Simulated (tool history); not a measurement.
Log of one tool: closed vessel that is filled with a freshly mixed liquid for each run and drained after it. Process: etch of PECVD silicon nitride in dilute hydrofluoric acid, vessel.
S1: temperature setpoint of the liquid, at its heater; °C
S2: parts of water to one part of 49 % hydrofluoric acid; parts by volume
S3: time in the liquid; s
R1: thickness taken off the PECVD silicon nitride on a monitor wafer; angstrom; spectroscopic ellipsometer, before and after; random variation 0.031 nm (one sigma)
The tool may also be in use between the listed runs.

run	hour	S1	S2	S3	R1
1	0.0	26.0	240	780	60.817
2	8.0	26.0	155	780	94.363
3	11.8	24.5	175	780	77.441
4	16.8	23.0	175	780	68.531
5	18.6	22.0	185	780	61.199
6	21.3	21.0	195	780	55.003

Run 7 comes next. What will it give?
7	26.0	20.5	205	780	?

{"run 7": {"R1": 49.874}}
